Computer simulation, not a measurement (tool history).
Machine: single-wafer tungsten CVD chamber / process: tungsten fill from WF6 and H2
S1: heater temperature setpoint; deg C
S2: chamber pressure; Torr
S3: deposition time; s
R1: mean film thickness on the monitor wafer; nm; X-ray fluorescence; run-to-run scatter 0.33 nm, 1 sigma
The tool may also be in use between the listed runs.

run  hour   S1    S2    S3      R1
  1   0.0  390  32.0  16.9  43.451
  2   7.5  392  32.1  16.9  45.174
  3   9.3  392  32.1  16.9  44.882
  4  14.9  394  32.2  16.9  46.485
  5  16.9  396  32.3  16.9  48.566
  6  21.6  402  32.3  16.9  53.169
  7  23.0  403  32.3  16.9  54.103
  8  24.5  404  32.3  16.9  55.185

Run 9 has not been measured yet. What should we expect?
  9  28.9  405  32.3  16.9   ?

R1: 56.148 nm
